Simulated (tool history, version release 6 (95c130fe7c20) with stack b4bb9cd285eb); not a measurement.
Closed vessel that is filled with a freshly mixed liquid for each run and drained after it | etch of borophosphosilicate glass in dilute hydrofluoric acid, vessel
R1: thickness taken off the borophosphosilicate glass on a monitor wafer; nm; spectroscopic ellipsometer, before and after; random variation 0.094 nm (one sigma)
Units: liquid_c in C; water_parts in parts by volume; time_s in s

run 1 hour=0.0 | liquid_c=22.0 water_parts=150 time_s=45 | R1=19.406
run 2 hour=3.4 | liquid_c=19.0 water_parts=150 time_s=45 | R1=17.111
run 3 hour=8.8 | liquid_c=17.5 water_parts=150 time_s=45 | R1=16.368
run 4 hour=16.2 | liquid_c=17.5 water_parts=115 time_s=45 | R1=21.860
-- hour=20.3 thermometer replaced
run 5 hour=20.3 | liquid_c=17.0 water_parts=115 time_s=45 | R1=22.762
run 6 hour=21.8 | liquid_c=17.0 water_parts=80 time_s=45 | R1=34.033
run 7 hour=24.6 | liquid_c=17.0 water_parts=95 time_s=45 | R1=28.110

Run 8 comes next. What will it give?
run 8 hour=33.2 | liquid_c=17.0 water_parts=110 time_s=45 | R1=?

R1: 23.713 nm

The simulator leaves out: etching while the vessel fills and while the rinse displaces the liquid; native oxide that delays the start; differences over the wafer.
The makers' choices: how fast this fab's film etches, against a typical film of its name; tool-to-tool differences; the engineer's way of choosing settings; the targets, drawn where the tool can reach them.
